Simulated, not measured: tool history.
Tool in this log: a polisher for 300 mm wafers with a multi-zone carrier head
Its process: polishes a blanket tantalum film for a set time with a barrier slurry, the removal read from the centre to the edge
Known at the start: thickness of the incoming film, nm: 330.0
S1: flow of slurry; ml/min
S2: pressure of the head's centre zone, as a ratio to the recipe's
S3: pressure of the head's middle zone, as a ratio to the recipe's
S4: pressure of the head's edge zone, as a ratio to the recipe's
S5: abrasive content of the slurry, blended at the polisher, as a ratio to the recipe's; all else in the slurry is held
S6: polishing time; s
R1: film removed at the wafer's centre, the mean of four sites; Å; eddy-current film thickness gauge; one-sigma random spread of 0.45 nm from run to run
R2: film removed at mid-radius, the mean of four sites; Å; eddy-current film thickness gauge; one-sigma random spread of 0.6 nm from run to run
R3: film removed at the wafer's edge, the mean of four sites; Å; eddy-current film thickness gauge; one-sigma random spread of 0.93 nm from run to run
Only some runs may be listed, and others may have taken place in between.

run,day,S1,S2,S3,S4,S5,S6,R1,R2,R3
1,0.000,255,1.00,1.00,1.00,1.00,57,512.93,516.03,522.43
2,0.079,255,1.00,1.00,1.05,1.00,57,515.84,521.03,554.02
3,0.258,270,1.05,0.98,1.08,1.00,57,534.87,511.46,551.49
4,0.338,270,1.05,0.98,1.08,1.00,45,427.51,401.04,441.05
5,0.671,275,1.09,0.96,1.11,1.15,48,492.46,442.35,488.19
6,1.021,275,1.11,0.93,1.13,1.25,50,528.61,453.18,527.56
7,1.342,280,1.13,0.92,1.15,1.30,51,552.13,460.69,554.92
8,1.617,290,1.15,0.92,1.15,1.35,52,574.45,490.56,562.81
9,1.842,290,1.16,0.90,1.15,1.40,53,595.71,473.32,567.88

What will run 10 give?
10,1.900,290,1.17,0.90,1.16,1.45,54,?,?,?

Run 10 gave R1 620.34 Å, R2 492.91 Å, R3 601.07 Å.
